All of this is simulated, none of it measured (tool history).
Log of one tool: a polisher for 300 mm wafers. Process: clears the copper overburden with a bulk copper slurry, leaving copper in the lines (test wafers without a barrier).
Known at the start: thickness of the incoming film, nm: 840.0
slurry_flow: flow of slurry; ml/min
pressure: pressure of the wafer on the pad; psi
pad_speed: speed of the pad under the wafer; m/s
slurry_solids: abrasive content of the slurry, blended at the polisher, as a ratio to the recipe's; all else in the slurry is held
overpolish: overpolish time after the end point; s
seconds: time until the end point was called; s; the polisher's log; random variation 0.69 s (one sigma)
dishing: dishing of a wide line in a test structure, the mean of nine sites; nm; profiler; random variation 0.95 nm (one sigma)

run	hour	slurry_flow	pressure	pad_speed	slurry_solids	overpolish	seconds	dishing
1	0.0	175	2.6	0.90	1.0	18	112.100	43.747
2	6.8	175	2.6	0.90	0.9	18	113.500	43.894
3	12.0	175	2.6	0.90	0.9	11	114.800	34.103
4	18.6	180	3.1	0.90	0.9	13	96.123	41.678
5	27.3	180	3.4	0.90	0.9	13	88.990	42.206
6	30.4	185	3.6	0.92	0.9	15	83.965	48.828

Run 7 comes next. What will it give?
7	33.8	185	3.7	0.96	0.9	15	?	?

{"run 7": {"seconds": 77.953, "dishing": 48.798}}

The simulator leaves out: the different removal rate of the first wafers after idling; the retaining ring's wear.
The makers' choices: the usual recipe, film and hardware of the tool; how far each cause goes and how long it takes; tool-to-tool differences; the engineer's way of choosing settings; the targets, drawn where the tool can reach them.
